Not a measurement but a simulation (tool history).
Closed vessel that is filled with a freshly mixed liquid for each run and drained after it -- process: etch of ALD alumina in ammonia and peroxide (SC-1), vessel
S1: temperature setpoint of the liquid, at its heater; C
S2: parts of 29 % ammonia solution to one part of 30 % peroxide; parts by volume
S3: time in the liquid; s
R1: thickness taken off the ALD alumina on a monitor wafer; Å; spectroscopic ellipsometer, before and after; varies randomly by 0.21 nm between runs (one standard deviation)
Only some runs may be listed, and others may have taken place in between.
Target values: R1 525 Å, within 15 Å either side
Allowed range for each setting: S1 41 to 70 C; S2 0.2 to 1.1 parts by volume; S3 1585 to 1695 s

run,day,S1,S2,S3,R1
1,0,57,0.6,1585,1053.3
2,0.367,57,0.6,1695,1127.8
3,0.683,54,0.6,1695,964.46
4,1.075,57,0.6,1695,1123.2
5,1.2,57,0.6,1695,1131.1
6,1.296,57,0.5,1695,1102.4
7,1.425,49,0.45,1690,707.7
8,1.729,48,0.45,1690,670.75
9,2.058,47,0.45,1690,640.37
10,2.412,46,0.45,1690,600.64
11,2.754,45.5,0.45,1690,587.9
12,2.942,45,0.45,1690,568.73
# day 3.008: thermometer replaced
13,3.008,43,0.45,1690,478.5
14,3.329,43.5,0.45,1690,490.71
15,3.729,44,0.45,1690,505.23

Exercise: of the 4 proposed moves below, exactly one satisfies all targets within the stated allowed misses. Which move is it?
A,4.129,45,0.55,1615,?
B,4.129,43.5,0.3,1695,?
C,4.129,47.5,0.45,1585,?
D,4.129,43.5,0.45,1695,?

move,R1
A,522.78
B,475.17
C,579.68
D,493.95
A: meets every target
B: its largest miss is bigger than the last run's
C: the result that was furthest off in the last run now lies on the other side of its target
D: its largest miss is bigger than the last run's
So the answer is move A, the one that meets all the targets.

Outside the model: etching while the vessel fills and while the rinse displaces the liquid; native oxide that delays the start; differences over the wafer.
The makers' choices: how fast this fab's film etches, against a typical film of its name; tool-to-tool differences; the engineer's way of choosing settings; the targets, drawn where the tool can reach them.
